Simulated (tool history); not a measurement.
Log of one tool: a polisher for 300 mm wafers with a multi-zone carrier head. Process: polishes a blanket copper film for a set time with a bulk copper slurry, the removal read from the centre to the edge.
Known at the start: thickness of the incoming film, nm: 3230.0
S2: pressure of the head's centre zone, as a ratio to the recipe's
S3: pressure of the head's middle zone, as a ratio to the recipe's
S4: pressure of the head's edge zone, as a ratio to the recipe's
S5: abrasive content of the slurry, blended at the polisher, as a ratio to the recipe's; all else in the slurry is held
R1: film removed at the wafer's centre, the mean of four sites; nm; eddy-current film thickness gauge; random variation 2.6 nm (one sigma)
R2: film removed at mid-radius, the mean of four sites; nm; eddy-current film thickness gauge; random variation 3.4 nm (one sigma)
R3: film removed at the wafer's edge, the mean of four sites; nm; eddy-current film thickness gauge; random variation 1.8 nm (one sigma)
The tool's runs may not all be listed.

Run 1, day 0: flow of slurry (ml/min) 160, S2 1, S3 1, S4 1, S5 1, polishing time (s) 31. Result: R1 361.42 nm, R2 356.84 nm, R3 361.97 nm.
Run 2, day 0.317: flow of slurry (ml/min) 180, S2 1, S3 1, S4 1, S5 1, polishing time (s) 31. Result: R1 359.37 nm, R2 360.78 nm, R3 365.76 nm.
Run 3, day 0.475: flow of slurry (ml/min) 195, S2 1, S3 1, S4 1, S5 1, polishing time (s) 31. Result: R1 372.49 nm, R2 364.85 nm, R3 376.11 nm.
Run 4, day 0.604: flow of slurry (ml/min) 195, S2 1, S3 1, S4 1.07, S5 1, polishing time (s) 31. Result: R1 368.06 nm, R2 360.33 nm, R3 381.5 nm.
Run 5, day 0.804: flow of slurry (ml/min) 195, S2 1, S3 1, S4 1.07, S5 0.8, polishing time (s) 31. Result: R1 352.7 nm, R2 349.77 nm, R3 367.19 nm.
Run 6, day 1.025: flow of slurry (ml/min) 180, S2 1, S3 0.97, S4 1.03, S5 0.75, polishing time (s) 30. Result: R1 333.44 nm, R2 329.3 nm, R3 345.35 nm.
Run 7, day 1.246: flow of slurry (ml/min) 170, S2 1.01, S3 0.95, S4 1.01, S5 0.7, polishing time (s) 29. Result: R1 317.14 nm, R2 300.15 nm, R3 320 nm.

Run 8 comes next. What will it give?
Run 8, day 1.575: flow of slurry (ml/min) 160, S2 1.01, S3 0.93, S4 0.98, S5 0.65, polishing time (s) 29. Result: R1 ?, R2 ?, R3 ?.

R1: 308.16 nm
R2: 293.52 nm
R3: 308.27 nm
